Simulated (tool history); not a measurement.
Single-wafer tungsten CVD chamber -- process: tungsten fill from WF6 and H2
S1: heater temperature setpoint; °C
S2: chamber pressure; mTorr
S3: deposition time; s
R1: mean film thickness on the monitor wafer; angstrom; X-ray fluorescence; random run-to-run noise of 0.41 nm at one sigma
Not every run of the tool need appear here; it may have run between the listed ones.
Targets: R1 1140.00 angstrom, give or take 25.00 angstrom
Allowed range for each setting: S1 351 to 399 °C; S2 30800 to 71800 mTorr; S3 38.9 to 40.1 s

Run 1, hour 0.0: S1 375 °C, S2 51300 mTorr, S3 38.9 s. Result: R1 954.26 angstrom.
Run 2, hour 0.8: S1 370 °C, S2 51300 mTorr, S3 38.9 s. Result: R1 873.38 angstrom.
Run 3, hour 9.6: S1 370 °C, S2 51300 mTorr, S3 40.1 s. Result: R1 896.97 angstrom.
Run 4, hour 15.7: S1 374 °C, S2 51500 mTorr, S3 40.1 s. Result: R1 971.25 angstrom.
Run 5, hour 24.0: S1 369 °C, S2 51500 mTorr, S3 40.1 s. Result: R1 879.04 angstrom.
Run 6, hour 27.1: S1 374 °C, S2 51500 mTorr, S3 40.1 s. Result: R1 961.47 angstrom.
Run 7, hour 29.8: S1 377 °C, S2 51700 mTorr, S3 40.1 s. Result: R1 1023.70 angstrom.
Run 8, hour 31.9: S1 379 °C, S2 51800 mTorr, S3 40.1 s. Result: R1 1059.30 angstrom.
Run 9, hour 36.5: S1 380 °C, S2 51900 mTorr, S3 40.1 s. Result: R1 1074.20 angstrom.
Run 10, hour 40.4: S1 381 °C, S2 52000 mTorr, S3 40.1 s. Result: R1 1105.40 angstrom.
Run 11, hour 47.5: S1 381 °C, S2 52000 mTorr, S3 40.1 s. Result: R1 1102.40 angstrom.

4 candidate next runs follow, results not yet known. Just one meets every target within its allowed miss. Identify it.
Run A, hour 54.6: S1 386 °C, S2 44700 mTorr, S3 38.9 s. Result: R1 ?.
Run B, hour 54.6: S1 387 °C, S2 46900 mTorr, S3 38.9 s. Result: R1 ?.
Run C, hour 54.6: S1 385 °C, S2 53800 mTorr, S3 40.1 s. Result: R1 ?.
Run D, hour 54.6: S1 381 °C, S2 54000 mTorr, S3 38.9 s. Result: R1 ?.

move       R1
   A  1100.70
   B  1141.40
   C  1199.30
   D  1085.70
A: no nearer and no further than the last run
B: every result within its allowed miss
C: pushes the last run's worst result past its target
D: misses by more than the last run did
So the answer is move B, the one that meets all the targets.
